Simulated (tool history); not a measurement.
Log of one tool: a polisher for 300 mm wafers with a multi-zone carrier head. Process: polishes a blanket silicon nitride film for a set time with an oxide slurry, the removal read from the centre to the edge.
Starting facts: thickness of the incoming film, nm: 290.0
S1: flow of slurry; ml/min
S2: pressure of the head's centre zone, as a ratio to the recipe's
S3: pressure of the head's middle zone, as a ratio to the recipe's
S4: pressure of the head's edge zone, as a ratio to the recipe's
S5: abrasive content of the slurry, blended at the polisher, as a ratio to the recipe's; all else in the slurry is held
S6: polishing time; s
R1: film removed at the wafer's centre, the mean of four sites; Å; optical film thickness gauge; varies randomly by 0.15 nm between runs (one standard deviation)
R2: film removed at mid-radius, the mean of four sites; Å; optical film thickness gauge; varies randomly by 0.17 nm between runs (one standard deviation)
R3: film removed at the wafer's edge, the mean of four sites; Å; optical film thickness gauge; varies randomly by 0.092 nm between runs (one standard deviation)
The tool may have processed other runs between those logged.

run  hour   S1    S2    S3    S4    S5  S6      R1      R2      R3
  1   0.0  285  1.00  1.00  1.00  1.00  34  228.45  201.03  196.24
  2   1.0  280  0.98  0.98  0.98  0.90  33  203.07  178.96  179.42
  3   9.3  280  0.97  0.98  0.96  0.85  33  194.27  175.49  172.52
  4  13.3  280  0.96  0.97  0.94  0.80  33  182.30  173.02  166.03
  5  15.5  325  0.96  0.97  0.94  0.80  33  186.83  171.36  166.16
  6  22.1  325  0.96  0.91  0.94  0.80  33  187.45  162.27  165.14
  7  27.1  325  0.95  0.90  0.92  0.75  33  177.18  153.29  160.88
  8  34.3  325  0.95  0.90  0.91  0.70  33  169.49  146.67  152.03
  9  35.3  325  0.94  0.90  0.90  0.65  33  161.12  141.03  144.64

Run 10 is up next; what results do you expect?
 10  41.0  320  0.93  0.90  0.88  0.65  33   ?   ?   ?

R1: 160.22 Å
R2: 141.99 Å
R3: 143.83 Å
